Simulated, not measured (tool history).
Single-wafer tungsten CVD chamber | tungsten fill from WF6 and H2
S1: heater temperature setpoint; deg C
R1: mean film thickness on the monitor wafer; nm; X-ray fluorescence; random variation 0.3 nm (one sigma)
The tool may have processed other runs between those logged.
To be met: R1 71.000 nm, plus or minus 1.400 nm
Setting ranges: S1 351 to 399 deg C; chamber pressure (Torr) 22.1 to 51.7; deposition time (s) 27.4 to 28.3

Run 1, hour 0.0: S1 375 deg C, chamber pressure (Torr) 36.9, deposition time (s) 27.4. Result: R1 51.990 nm.
Run 2, hour 5.7: S1 380 deg C, chamber pressure (Torr) 37.0, deposition time (s) 27.4. Result: R1 56.472 nm.
Run 3, hour 7.7: S1 370 deg C, chamber pressure (Torr) 37.0, deposition time (s) 27.4. Result: R1 47.362 nm.
Run 4, hour 16.2: S1 377 deg C, chamber pressure (Torr) 37.2, deposition time (s) 27.4. Result: R1 53.661 nm.
Run 5, hour 18.4: S1 377 deg C, chamber pressure (Torr) 32.0, deposition time (s) 27.4. Result: R1 50.424 nm.
Run 6, hour 21.7: S1 387 deg C, chamber pressure (Torr) 32.0, deposition time (s) 27.4. Result: R1 59.829 nm.
Run 7, hour 26.7: S1 390 deg C, chamber pressure (Torr) 32.1, deposition time (s) 27.4. Result: R1 64.048 nm.
Run 8, hour 33.5: S1 392 deg C, chamber pressure (Torr) 32.2, deposition time (s) 27.4. Result: R1 65.908 nm.

Exercise: of the 5 proposed moves below, exactly one satisfies all targets within the stated allowed misses. Which move is it?
Run A, hour 40.3: S1 398 deg C, chamber pressure (Torr) 30.9, deposition time (s) 28.3. Result: R1 ?.
Run B, hour 40.3: S1 387 deg C, chamber pressure (Torr) 30.6, deposition time (s) 27.6. Result: R1 ?.
Run C, hour 40.3: S1 398 deg C, chamber pressure (Torr) 30.8, deposition time (s) 27.4. Result: R1 ?.
Run D, hour 40.3: S1 387 deg C, chamber pressure (Torr) 31.1, deposition time (s) 27.9. Result: R1 ?.
Run E, hour 40.3: S1 389 deg C, chamber pressure (Torr) 33.0, deposition time (s) 27.4. Result: R1 ?.

move      R1
   A  73.930
   B  59.561
   C  71.466
   D  60.647
   E  63.316
A: carries the result that was furthest off beyond its target, to the other side
B: moves away from the targets compared with the last run
C: meets every target
D: moves away from the targets compared with the last run
E: moves away from the targets compared with the last run
Move C is the one to make.
